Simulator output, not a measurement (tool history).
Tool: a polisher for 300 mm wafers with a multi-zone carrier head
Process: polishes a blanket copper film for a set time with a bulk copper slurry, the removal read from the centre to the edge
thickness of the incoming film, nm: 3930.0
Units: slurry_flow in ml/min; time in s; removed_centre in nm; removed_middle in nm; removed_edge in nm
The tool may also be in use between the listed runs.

run	hour	slurry_flow	centre_zone	middle_zone	edge_zone	slurry_solids	time	removed_centre	removed_middle	removed_edge
1	0.0	200	1.00	1.00	1.00	1.00	75	502.52	491.90	499.18
2	5.1	220	1.00	1.00	1.00	1.00	75	500.27	501.70	505.64
3	10.9	220	1.00	0.92	1.00	1.00	75	496.86	465.40	500.44
4	13.0	220	1.00	0.92	0.96	1.00	75	483.79	465.59	496.74
5	13.8	220	1.00	0.84	0.96	1.00	75	504.21	433.38	491.65
6	14.7	220	1.00	0.84	0.96	1.20	75	506.61	456.55	518.78
7	18.3	220	1.03	0.85	0.95	1.25	78	554.90	480.51	548.60
8	24.2	225	1.06	0.87	0.95	1.30	79	586.15	500.64	545.73
9	24.8	225	1.07	0.88	0.97	1.35	81	596.07	520.73	578.24
10	27.9	230	1.09	0.89	0.97	1.35	83	648.91	542.79	594.66
11	34.3	235	1.10	0.91	0.99	1.35	83	653.46	548.82	594.42
12	42.1	240	1.11	0.92	1.01	1.35	84	687.82	561.39	606.62

The next listed run, before its measurement:
13	45.0	245	1.11	0.93	1.03	1.35	84	?	?	?

{"run 13": {"removed_centre": 673.73, "removed_middle": 575.43, "removed_edge": 607.62}}
